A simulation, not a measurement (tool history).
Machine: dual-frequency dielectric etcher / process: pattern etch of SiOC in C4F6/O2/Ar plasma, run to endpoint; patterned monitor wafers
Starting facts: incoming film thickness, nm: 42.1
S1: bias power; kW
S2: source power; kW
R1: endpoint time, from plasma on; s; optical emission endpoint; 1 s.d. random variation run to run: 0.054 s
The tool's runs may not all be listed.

{"run": 1, "hour": 0.0, "S1": 0.567, "S2": 0.26, "R1": 15.813}
{"run": 2, "hour": 4.1, "S1": 0.567, "S2": 0.22, "R1": 16.858}
{"run": 3, "hour": 7.1, "S1": 0.502, "S2": 0.22, "R1": 17.704}
{"run": 4, "hour": 15.6, "S1": 0.586, "S2": 0.22, "R1": 16.446}
{"run": 5, "hour": 17.4, "S1": 0.55, "S2": 0.22, "R1": 17.065}
{"run": 6, "hour": 24.9, "S1": 0.55, "S2": 0.26, "R1": 16.088}
{"run": 7, "hour": 29.3, "S1": 0.6, "S2": 0.26, "R1": 15.442}
{"run": 8, "hour": 30.7, "S1": 0.6, "S2": 0.26, "R1": 15.565}
{"run": 9, "hour": 31.3, "S1": 0.644, "S2": 0.26, "R1": 14.98}
{"run": 10, "hour": 38.2, "S1": 0.671, "S2": 0.26, "R1": 14.686}
{"run": 11, "hour": 42.7, "S1": 0.691, "S2": 0.26, "R1": 14.413}
{"run": 12, "hour": 48.3, "S1": 0.704, "S2": 0.26, "R1": 14.363}

Run 13 is up next; what results do you expect?
{"run": 13, "hour": 49.4, "S1": 0.716, "S2": 0.26, "R1": "?"}

Run 13 gave R1 14.244 s.

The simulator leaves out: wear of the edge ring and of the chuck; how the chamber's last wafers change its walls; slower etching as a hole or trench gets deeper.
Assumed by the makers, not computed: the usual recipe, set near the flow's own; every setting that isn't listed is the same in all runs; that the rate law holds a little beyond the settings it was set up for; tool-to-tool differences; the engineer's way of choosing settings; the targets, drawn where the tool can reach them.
